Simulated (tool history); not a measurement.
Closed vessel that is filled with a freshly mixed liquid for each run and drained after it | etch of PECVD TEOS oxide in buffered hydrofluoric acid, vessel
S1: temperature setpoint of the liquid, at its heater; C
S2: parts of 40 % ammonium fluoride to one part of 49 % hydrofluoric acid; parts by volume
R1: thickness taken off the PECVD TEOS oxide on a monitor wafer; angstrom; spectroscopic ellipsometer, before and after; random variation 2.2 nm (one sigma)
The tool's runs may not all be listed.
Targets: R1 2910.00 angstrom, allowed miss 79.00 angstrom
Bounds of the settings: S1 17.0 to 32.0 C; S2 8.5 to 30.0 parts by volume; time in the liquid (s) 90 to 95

run 1 day=0.000 | S1=24.0 S2=23.0 time_in_the_liquid_(s)=90 | R1=1086.80
run 2 day=0.333 | S1=21.0 S2=23.0 time_in_the_liquid_(s)=90 | R1=927.26
run 3 day=0.492 | S1=21.0 S2=23.0 time_in_the_liquid_(s)=90 | R1=922.08
run 4 day=0.692 | S1=21.0 S2=26.5 time_in_the_liquid_(s)=90 | R1=836.42
run 5 day=0.854 | S1=24.5 S2=20.5 time_in_the_liquid_(s)=90 | R1=1205.50
run 6 day=1.025 | S1=24.5 S2=20.5 time_in_the_liquid_(s)=95 | R1=1273.70
run 7 day=1.221 | S1=27.0 S2=16.5 time_in_the_liquid_(s)=95 | R1=1792.10
run 8 day=1.471 | S1=28.5 S2=15.0 time_in_the_liquid_(s)=95 | R1=2132.60
run 9 day=1.688 | S1=32.0 S2=12.5 time_in_the_liquid_(s)=95 | R1=3036.70

4 next moves are on the table. One of them brings every result within its allowed miss. Which?
run A day=1.904 | S1=30.0 S2=12.0 time_in_the_liquid_(s)=95 | R1=?
run B day=1.904 | S1=31.5 S2=11.0 time_in_the_liquid_(s)=90 | R1=?
run C day=1.904 | S1=30.0 S2=10.5 time_in_the_liquid_(s)=95 | R1=?
run D day=1.904 | S1=31.5 S2=10.5 time_in_the_liquid_(s)=90 | R1=?

move=A R1=2889.60
move=B R1=3222.50
move=C R1=3290.90
move=D R1=3371.60
A: meets every target
B: further off than the last run
C: further off than the last run
D: further off than the last run
Move A is the one to make.
